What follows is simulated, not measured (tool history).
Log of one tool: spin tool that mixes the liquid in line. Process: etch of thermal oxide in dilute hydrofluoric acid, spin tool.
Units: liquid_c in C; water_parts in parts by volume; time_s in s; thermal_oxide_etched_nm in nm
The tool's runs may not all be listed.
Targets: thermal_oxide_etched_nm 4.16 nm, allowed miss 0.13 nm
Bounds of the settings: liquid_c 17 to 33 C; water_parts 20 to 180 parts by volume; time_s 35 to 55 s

{"run": 1, "day": 0.0, "liquid_c": 25, "water_parts": 100, "time_s": 55, "thermal_oxide_etched_nm": 2.8095}
{"run": 2, "day": 0.117, "liquid_c": 25, "water_parts": 135, "time_s": 55, "thermal_oxide_etched_nm": 1.9923}
{"run": 3, "day": 0.188, "liquid_c": 26, "water_parts": 130, "time_s": 55, "thermal_oxide_etched_nm": 2.1706}
{"run": 4, "day": 0.467, "liquid_c": 27, "water_parts": 125, "time_s": 55, "thermal_oxide_etched_nm": 2.3607}
{"run": 5, "day": 0.533, "liquid_c": 25.5, "water_parts": 125, "time_s": 55, "thermal_oxide_etched_nm": 2.1847}
{"run": 6, "day": 0.771, "liquid_c": 26.5, "water_parts": 120, "time_s": 55, "thermal_oxide_etched_nm": 2.3744}
{"run": 7, "day": 0.871, "liquid_c": 27.5, "water_parts": 115, "time_s": 55, "thermal_oxide_etched_nm": 2.6084}
{"run": 8, "day": 1.221, "liquid_c": 31.5, "water_parts": 85, "time_s": 55, "thermal_oxide_etched_nm": 4.3315}

4 next moves are on the table. One of them brings every result within its allowed miss. Which?
{"run": "A", "day": 1.571, "liquid_c": 30, "water_parts": 90, "time_s": 55, "thermal_oxide_etched_nm": "?"}
{"run": "B", "day": 1.571, "liquid_c": 33, "water_parts": 100, "time_s": 55, "thermal_oxide_etched_nm": "?"}
{"run": "C", "day": 1.571, "liquid_c": 32, "water_parts": 60, "time_s": 35, "thermal_oxide_etched_nm": "?"}
{"run": "D", "day": 1.571, "liquid_c": 28, "water_parts": 55, "time_s": 35, "thermal_oxide_etched_nm": "?"}

move=A thermal_oxide_etched_nm=3.8713
move=B thermal_oxide_etched_nm=3.8378
move=C thermal_oxide_etched_nm=4.172
move=D thermal_oxide_etched_nm=3.9242
A: takes the result that was furthest off past its target
B: takes the result that was furthest off past its target
C: meets every target
D: takes the result that was furthest off past its target
The right move is C.

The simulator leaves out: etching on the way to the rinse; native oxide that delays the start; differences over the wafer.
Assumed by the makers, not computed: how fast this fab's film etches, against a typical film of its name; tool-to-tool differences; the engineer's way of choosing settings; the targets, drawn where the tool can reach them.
